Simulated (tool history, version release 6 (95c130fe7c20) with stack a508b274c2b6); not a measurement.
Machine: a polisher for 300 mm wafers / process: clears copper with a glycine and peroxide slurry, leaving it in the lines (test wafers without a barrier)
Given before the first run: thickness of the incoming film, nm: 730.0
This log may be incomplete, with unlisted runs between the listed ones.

| run | hour | flow of slurry (ml/min) | pressure of the wafer on the pad (psi) | speed of the pad under the wafer (m/s) | overpolish time after the end point (s) | time until the end point was called (s) | dishing of a wide line in a test structure (nm) |
|---|---|---|---|---|---|---|---|
| 1 | 0 | 205 | 3.4 | 0.82 | 18 | 135.92 | 50.674 |
| 2 | 7.7 | 205 | 3.4 | 0.92 | 18 | 122.65 | 54.098 |
| 3 | 14.9 | 205 | 3.4 | 0.72 | 18 | 149.67 | 46.606 |
| 4 | 16.1 | 220 | 3.3 | 0.68 | 15 | 157.2 | 40.922 |
| 5 | 24 | 225 | 3.2 | 0.64 | 13 | 171.17 | 34.423 |
| 6 | 29.7 | 200 | 3.2 | 0.64 | 13 | 169.46 | 34.807 |
| 7 | 32 | 200 | 3.1 | 0.64 | 11 | 174.39 | 28.892 |
| 8 | 35.8 | 200 | 3.1 | 0.64 | 11 | 171.68 | 29.281 |

What does the tool deliver on the next run?
| 9 | 43.8 | 190 | 3 | 0.64 | 11 | ? | ? |

time until the end point was called (s): 174.05
dishing of a wide line in a test structure (nm): 29.395
